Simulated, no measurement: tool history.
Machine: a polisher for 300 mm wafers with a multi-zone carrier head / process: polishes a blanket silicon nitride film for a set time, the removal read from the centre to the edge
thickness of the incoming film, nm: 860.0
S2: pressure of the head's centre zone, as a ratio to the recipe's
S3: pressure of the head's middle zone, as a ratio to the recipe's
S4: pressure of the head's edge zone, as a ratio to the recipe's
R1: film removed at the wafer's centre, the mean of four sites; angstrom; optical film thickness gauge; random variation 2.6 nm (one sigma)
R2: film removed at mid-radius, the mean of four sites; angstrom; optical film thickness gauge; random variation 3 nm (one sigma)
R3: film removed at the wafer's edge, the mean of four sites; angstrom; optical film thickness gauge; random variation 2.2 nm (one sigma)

{"run": 1, "hour": 0.0, "flow of slurry (ml/min)": 250, "S2": 1.0, "S3": 1.0, "S4": 1.0, "polishing time (s)": 66, "R1": 1738.8, "R2": 1709.2, "R3": 1765.5}
{"run": 2, "hour": 5.5, "flow of slurry (ml/min)": 190, "S2": 1.0, "S3": 1.0, "S4": 1.0, "polishing time (s)": 66, "R1": 1599.8, "R2": 1636.1, "R3": 1699.7}
{"run": 3, "hour": 9.8, "flow of slurry (ml/min)": 190, "S2": 1.0, "S3": 1.0, "S4": 0.97, "polishing time (s)": 66, "R1": 1631.5, "R2": 1663.1, "R3": 1674.6}
{"run": 4, "hour": 13.9, "flow of slurry (ml/min)": 190, "S2": 1.0, "S3": 1.0, "S4": 0.97, "polishing time (s)": 53, "R1": 1310.9, "R2": 1295.5, "R3": 1325.4}
{"run": 5, "hour": 15.7, "flow of slurry (ml/min)": 190, "S2": 0.93, "S3": 1.0, "S4": 0.97, "polishing time (s)": 53, "R1": 1213.6, "R2": 1303.1, "R3": 1336.1}
{"run": 6, "hour": 19.8, "flow of slurry (ml/min)": 200, "S2": 0.93, "S3": 0.99, "S4": 1.0, "polishing time (s)": 56, "R1": 1308.6, "R2": 1435.3, "R3": 1444.5}
{"run": 7, "hour": 25.7, "flow of slurry (ml/min)": 195, "S2": 0.93, "S3": 0.97, "S4": 1.02, "polishing time (s)": 59, "R1": 1337.4, "R2": 1427.7, "R3": 1528.6}
{"run": 8, "hour": 33.4, "flow of slurry (ml/min)": 200, "S2": 0.92, "S3": 0.97, "S4": 1.12, "polishing time (s)": 77, "R1": 1776.1, "R2": 1846.4, "R3": 2097.9}
{"run": 9, "hour": 35.9, "flow of slurry (ml/min)": 205, "S2": 0.91, "S3": 0.96, "S4": 1.13, "polishing time (s)": 78, "R1": 1817.9, "R2": 1877.5, "R3": 2169.5}
{"run": 10, "hour": 38.5, "flow of slurry (ml/min)": 210, "S2": 0.9, "S3": 0.95, "S4": 1.14, "polishing time (s)": 79, "R1": 1751.3, "R2": 1924.6, "R3": 2200.0}
{"run": 11, "hour": 46.9, "flow of slurry (ml/min)": 215, "S2": 0.9, "S3": 0.94, "S4": 1.15, "polishing time (s)": 80, "R1": 1835.4, "R2": 1894.2, "R3": 2227.2}
{"run": 12, "hour": 55.3, "flow of slurry (ml/min)": 215, "S2": 0.89, "S3": 0.94, "S4": 1.16, "polishing time (s)": 81, "R1": 1875.0, "R2": 1966.5, "R3": 2246.7}
{"run": 13, "hour": 60.5, "flow of slurry (ml/min)": 205, "S2": 0.88, "S3": 0.93, "S4": 1.16, "polishing time (s)": 82, "R1": 1813.4, "R2": 1918.1, "R3": 2299.8}

Predict the results of run 14:
{"run": 14, "hour": 69.1, "flow of slurry (ml/min)": 205, "S2": 0.88, "S3": 0.93, "S4": 1.16, "polishing time (s)": 82, "R1": "?", "R2": "?", "R3": "?"}

R1: 1836.8 angstrom
R2: 1986.7 angstrom
R3: 2262.2 angstrom

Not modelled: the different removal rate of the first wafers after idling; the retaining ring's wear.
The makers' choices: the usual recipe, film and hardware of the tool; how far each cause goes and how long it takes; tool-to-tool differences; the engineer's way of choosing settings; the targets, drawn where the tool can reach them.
